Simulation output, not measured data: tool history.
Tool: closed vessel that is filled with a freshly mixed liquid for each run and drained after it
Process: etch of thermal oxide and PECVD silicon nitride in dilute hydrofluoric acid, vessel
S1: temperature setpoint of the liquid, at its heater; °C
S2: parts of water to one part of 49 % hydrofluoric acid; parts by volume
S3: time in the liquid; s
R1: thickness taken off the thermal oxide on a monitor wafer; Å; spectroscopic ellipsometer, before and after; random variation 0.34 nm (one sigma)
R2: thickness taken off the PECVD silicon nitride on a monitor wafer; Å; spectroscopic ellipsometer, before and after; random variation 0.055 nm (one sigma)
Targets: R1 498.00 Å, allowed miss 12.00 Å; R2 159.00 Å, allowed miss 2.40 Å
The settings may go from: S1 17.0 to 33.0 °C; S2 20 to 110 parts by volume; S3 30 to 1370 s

run	hour	S1	S2	S3	R1	R2
1	0.0	25.0	60	700	519.68	180.35
2	4.3	24.5	60	700	513.19	174.44
3	5.1	24.5	70	700	436.87	150.83
4	9.0	23.5	60	690	479.73	161.12
# hour 10.4: thermometer replaced
5	10.4	22.5	55	685	560.48	189.98
6	12.5	22.0	55	685	542.49	183.60
7	15.2	21.5	55	685	537.26	177.68
8	21.0	21.0	55	685	531.05	170.13
9	25.7	21.0	60	680	477.07	155.41
10	27.1	20.5	60	680	462.61	151.70

Which of these 4 next moves meets every target?
A	28.5	17.5	65	910	?	?
B	28.5	17.0	40	575	?	?
C	28.5	20.0	60	745	?	?
D	28.5	17.0	40	565	?	?

move	R1	R2
A	509.06	152.22
B	525.98	148.56
C	505.04	160.38
D	516.84	145.98
A: nearer than the last run, and not there yet
B: further off than the last run
C: meets every target
D: further off than the last run
The right move is C.
